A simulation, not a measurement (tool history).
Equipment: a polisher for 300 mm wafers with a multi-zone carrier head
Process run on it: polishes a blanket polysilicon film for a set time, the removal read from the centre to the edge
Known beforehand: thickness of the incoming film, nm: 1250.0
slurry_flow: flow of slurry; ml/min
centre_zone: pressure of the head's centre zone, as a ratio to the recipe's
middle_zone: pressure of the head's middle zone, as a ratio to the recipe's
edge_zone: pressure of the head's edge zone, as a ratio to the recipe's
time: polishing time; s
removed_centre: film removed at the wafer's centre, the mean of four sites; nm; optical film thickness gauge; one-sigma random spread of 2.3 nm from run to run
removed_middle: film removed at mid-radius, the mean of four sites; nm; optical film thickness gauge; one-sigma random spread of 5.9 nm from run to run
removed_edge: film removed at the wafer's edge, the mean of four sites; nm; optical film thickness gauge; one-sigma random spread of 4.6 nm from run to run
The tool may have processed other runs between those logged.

run 1 hour=0 | slurry_flow=120 centre_zone=1 middle_zone=1 edge_zone=1 time=47 | removed_centre=441.42 removed_middle=442.71 removed_edge=448.21
run 2 hour=4.3 | slurry_flow=120 centre_zone=1 middle_zone=1 edge_zone=1 time=38 | removed_centre=356.2 removed_middle=355.04 removed_edge=362.04
run 3 hour=7.6 | slurry_flow=120 centre_zone=1 middle_zone=1 edge_zone=1.08 time=38 | removed_centre=354.51 removed_middle=346.09 removed_edge=373.02
run 4 hour=11 | slurry_flow=120 centre_zone=1 middle_zone=1 edge_zone=1.08 time=43 | removed_centre=401.22 removed_middle=401.92 removed_edge=426.07
run 5 hour=13.7 | slurry_flow=120 centre_zone=1 middle_zone=0.92 edge_zone=1.08 time=43 | removed_centre=401.06 removed_middle=374.27 removed_edge=418.95
run 6 hour=19.3 | slurry_flow=120 centre_zone=1 middle_zone=0.94 edge_zone=1.06 time=43 | removed_centre=399.12 removed_middle=387.15 removed_edge=417.09
run 7 hour=28 | slurry_flow=120 centre_zone=1 middle_zone=0.96 edge_zone=1.04 time=43 | removed_centre=402.26 removed_middle=389.69 removed_edge=420.23

Estimate the outcome of run 8 from the log above:
run 8 hour=30 | slurry_flow=120 centre_zone=1 middle_zone=0.98 edge_zone=1.03 time=43 | removed_centre=? removed_middle=? removed_edge=?

{"run 8": {"removed_centre": 404.14, "removed_middle": 403.22, "removed_edge": 420.38}}

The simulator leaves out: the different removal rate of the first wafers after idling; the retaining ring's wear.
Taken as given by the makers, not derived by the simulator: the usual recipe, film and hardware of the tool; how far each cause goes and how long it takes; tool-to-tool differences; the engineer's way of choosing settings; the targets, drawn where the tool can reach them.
